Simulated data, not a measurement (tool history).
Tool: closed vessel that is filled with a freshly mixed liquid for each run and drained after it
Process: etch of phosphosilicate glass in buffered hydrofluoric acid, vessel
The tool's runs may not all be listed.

run    day  temperature setpoint of the liquid (°C)  parts of 40 % ammonium fluoride to one part of 49 % hydrofluoric acid (parts by volume)  time in the liquid (s)  thickness taken off the phosphosilicate glass on a monitor wafer (angstrom)
  1      0                                       21                                                                                       15                     100                                                                       5093.7
  2  0.192                                     24.5                                                                                       15                     100                                                                       6216.8
  3  0.517                                     24.5                                                                                     17.5                     100                                                                       5311.4
  4  0.771                                     24.5                                                                                     17.5                     110                                                                         5895
  5  0.908                                     27.5                                                                                     17.5                     110                                                                       6813.5
  6  1.196                                     27.5                                                                                       21                     110                                                                       5790.5
  7  1.408                                       27                                                                                       21                     110                                                                       5667.2
  8  1.754                                     26.5                                                                                       21                     110                                                                       5486.7
  9   1.85                                       26                                                                                       21                     110                                                                       5328.7
 10  2.088                                     25.5                                                                                       21                     110                                                                       5201.3
 11  2.425                                       25                                                                                       21                     110                                                                       5090.3
 12  2.688                                     24.5                                                                                       21                     110                                                                       4957.7

Forecast run 13:
 13  2.821                                       24                                                                                       21                     110                                                                            ?

{"run 13": {"thickness taken off the phosphosilicate glass on a monitor wafer (angstrom)": 4761}}
